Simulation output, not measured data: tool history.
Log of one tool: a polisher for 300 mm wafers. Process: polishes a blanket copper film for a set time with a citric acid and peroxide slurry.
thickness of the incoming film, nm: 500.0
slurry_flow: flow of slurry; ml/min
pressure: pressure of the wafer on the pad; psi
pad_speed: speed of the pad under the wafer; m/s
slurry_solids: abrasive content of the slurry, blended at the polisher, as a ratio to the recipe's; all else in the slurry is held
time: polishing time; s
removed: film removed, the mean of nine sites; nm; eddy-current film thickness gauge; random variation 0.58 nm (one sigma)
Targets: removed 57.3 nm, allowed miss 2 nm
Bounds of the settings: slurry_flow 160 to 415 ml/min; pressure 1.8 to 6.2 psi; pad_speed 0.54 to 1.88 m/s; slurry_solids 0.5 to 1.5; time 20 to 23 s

run,hour,slurry_flow,pressure,pad_speed,slurry_solids,time,removed
1,0,265,4,1.2,1,23,67.696
2,8.9,265,4,1.3,1,23,71.774
3,10.2,265,4,1.3,1.15,23,74.878
4,15.5,265,4,1.3,1.35,23,79.231
5,24.4,265,4,1.3,1.2,23,76.092
6,31.8,305,4,1.3,1.2,23,77.247
7,38.7,305,4,1.3,1.2,23,77.108
# hour 44.8: slurry blender recalibrated
8,44.8,305,3.7,1.3,1.2,23,80.746
9,47,285,3.8,1.24,1.2,23,77.4
10,55.6,275,3.8,1.1,1.15,23,69.502
11,62.3,265,3.5,1.08,1.15,23,62.968
12,64.3,255,3.4,1.08,1.15,23,61.357
13,65.3,245,3.4,1.08,1.15,23,60.965
14,69.6,240,3.4,1.08,1.15,23,60.387
15,77.1,235,3.4,1.08,1.15,23,60.767

4 next moves are on the table. One of them brings every result within its allowed miss. Which?
A,84.6,360,3.8,0.88,1.2,23,?
B,84.6,260,2.7,1.36,1.1,23,?
C,84.6,175,3.9,1.3,1,20,?
D,84.6,170,3.6,1.12,1.2,23,?

move,removed
A,57.667
B,64.663
C,64.95
D,63.761
A: meets every target
B: further off than the last run
C: further off than the last run
D: further off than the last run
The right move is A.
